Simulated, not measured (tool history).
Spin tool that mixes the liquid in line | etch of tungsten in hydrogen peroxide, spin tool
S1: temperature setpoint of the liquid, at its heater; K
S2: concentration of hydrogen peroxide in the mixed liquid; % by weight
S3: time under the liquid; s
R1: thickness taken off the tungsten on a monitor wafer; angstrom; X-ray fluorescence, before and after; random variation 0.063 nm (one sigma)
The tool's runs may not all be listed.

| run | hour | S1 | S2 | S3 | R1 |
|---|---|---|---|---|---|
| 1 | 0 | 318.15 | 24.5 | 15 | 166.01 |
| 2 | 0.7 | 311.65 | 24.5 | 15 | 110.83 |
| 3 | 3.5 | 314.65 | 24.5 | 15 | 131.95 |
| 4 | 7.4 | 314.65 | 24.5 | 15 | 133.12 |
| 5 | 15.1 | 314.65 | 24.5 | 15 | 135.09 |
| 6 | 18.8 | 314.65 | 24.5 | 15 | 134.37 |
| 7 | 24.1 | 312.15 | 24.5 | 15 | 112.52 |
| 8 | 32.4 | 310.65 | 24.5 | 15 | 102.03 |

The next listed run, before its measurement:
| 9 | 34.3 | 310.65 | 24.5 | 15 | ? |

Run 9 gave R1 101.8 angstrom.
